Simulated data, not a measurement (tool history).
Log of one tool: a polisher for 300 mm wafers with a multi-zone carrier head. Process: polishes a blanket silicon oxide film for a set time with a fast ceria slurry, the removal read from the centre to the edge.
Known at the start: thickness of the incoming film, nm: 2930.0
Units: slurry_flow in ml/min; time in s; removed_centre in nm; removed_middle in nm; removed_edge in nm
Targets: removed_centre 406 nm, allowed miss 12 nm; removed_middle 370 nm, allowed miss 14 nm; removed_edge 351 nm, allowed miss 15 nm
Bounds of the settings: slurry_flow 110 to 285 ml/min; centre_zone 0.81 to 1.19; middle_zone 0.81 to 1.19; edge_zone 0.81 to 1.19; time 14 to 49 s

{"run": 1, "hour": 0.0, "slurry_flow": 180, "centre_zone": 1, "middle_zone": 1, "edge_zone": 1, "time": 31, "removed_centre": 410.32, "removed_middle": 396.79, "removed_edge": 414.53}
{"run": 2, "hour": 2.6, "slurry_flow": 180, "centre_zone": 1, "middle_zone": 1, "edge_zone": 0.95, "time": 31, "removed_centre": 414.51, "removed_middle": 402.17, "removed_edge": 400.64}
{"run": 3, "hour": 7.4, "slurry_flow": 180, "centre_zone": 1.09, "middle_zone": 1, "edge_zone": 0.95, "time": 31, "removed_centre": 448.55, "removed_middle": 404.32, "removed_edge": 408.02}
{"run": 4, "hour": 15.0, "slurry_flow": 170, "centre_zone": 1.08, "middle_zone": 0.99, "edge_zone": 0.92, "time": 31, "removed_centre": 440.92, "removed_middle": 392.35, "removed_edge": 391.55}
{"run": 5, "hour": 23.9, "slurry_flow": 170, "centre_zone": 1.17, "middle_zone": 0.99, "edge_zone": 0.92, "time": 31, "removed_centre": 482.24, "removed_middle": 390.44, "removed_edge": 393.81}
{"hour": 25.5, "done": "slurry nozzle cleaned"}
{"run": 6, "hour": 25.5, "slurry_flow": 160, "centre_zone": 1.14, "middle_zone": 0.99, "edge_zone": 0.9, "time": 31, "removed_centre": 484.93, "removed_middle": 406.85, "removed_edge": 397.45}
{"run": 7, "hour": 27.9, "slurry_flow": 155, "centre_zone": 1.11, "middle_zone": 0.98, "edge_zone": 0.89, "time": 30, "removed_centre": 464.34, "removed_middle": 403.8, "removed_edge": 386.75}
{"run": 8, "hour": 36.9, "slurry_flow": 160, "centre_zone": 1.1, "middle_zone": 0.98, "edge_zone": 0.89, "time": 29, "removed_centre": 440.12, "removed_middle": 380.73, "removed_edge": 371.99}
{"run": 9, "hour": 42.3, "slurry_flow": 160, "centre_zone": 1.09, "middle_zone": 0.98, "edge_zone": 0.89, "time": 29, "removed_centre": 433.27, "removed_middle": 376.43, "removed_edge": 366.64}
{"run": 10, "hour": 44.4, "slurry_flow": 160, "centre_zone": 1.08, "middle_zone": 0.98, "edge_zone": 0.88, "time": 29, "removed_centre": 427.82, "removed_middle": 384.15, "removed_edge": 366.68}

4 next moves are on the table. One of them brings every result within its allowed miss. Which?
{"run": "A", "hour": 46.5, "slurry_flow": 165, "centre_zone": 1.05, "middle_zone": 0.91, "edge_zone": 0.83, "time": 30, "removed_centre": "?", "removed_middle": "?", "removed_edge": "?"}
{"run": "B", "hour": 46.5, "slurry_flow": 110, "centre_zone": 1.15, "middle_zone": 1.11, "edge_zone": 0.81, "time": 29, "removed_centre": "?", "removed_middle": "?", "removed_edge": "?"}
{"run": "C", "hour": 46.5, "slurry_flow": 120, "centre_zone": 1.05, "middle_zone": 0.97, "edge_zone": 0.81, "time": 29, "removed_centre": "?", "removed_middle": "?", "removed_edge": "?"}
{"run": "D", "hour": 46.5, "slurry_flow": 195, "centre_zone": 0.95, "middle_zone": 0.9, "edge_zone": 0.96, "time": 30, "removed_centre": "?", "removed_middle": "?", "removed_edge": "?"}

move=A removed_centre=435.08 removed_middle=381.29 removed_edge=376.85
move=B removed_centre=432.6 removed_middle=401.81 removed_edge=345.19
move=C removed_centre=400.29 removed_middle=369.06 removed_edge=348.94
move=D removed_centre=402.53 removed_middle=386.38 removed_edge=408.96
A: further off than the last run
B: further off than the last run
C: meets every target
D: brings the result that was furthest off to its target, and leaves another outside
Answer: C
